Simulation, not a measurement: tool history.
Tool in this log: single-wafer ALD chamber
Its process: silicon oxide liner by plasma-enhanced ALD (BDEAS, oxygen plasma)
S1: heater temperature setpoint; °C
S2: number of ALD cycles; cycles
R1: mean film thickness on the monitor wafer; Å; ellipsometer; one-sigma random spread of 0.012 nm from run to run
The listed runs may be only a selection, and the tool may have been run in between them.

run,day,S1,S2,R1
1,0.000,320,55,50.658
2,0.312,311,55,51.496
3,0.512,317,55,51.071
4,0.742,309,55,51.452
5,1.075,309,62,57.932
6,1.308,318,62,57.859
7,1.433,319,53,48.905
8,1.712,321,51,47.042

The next listed run, before its measurement:
9,2.017,323,49,?

R1: 45.157 Å

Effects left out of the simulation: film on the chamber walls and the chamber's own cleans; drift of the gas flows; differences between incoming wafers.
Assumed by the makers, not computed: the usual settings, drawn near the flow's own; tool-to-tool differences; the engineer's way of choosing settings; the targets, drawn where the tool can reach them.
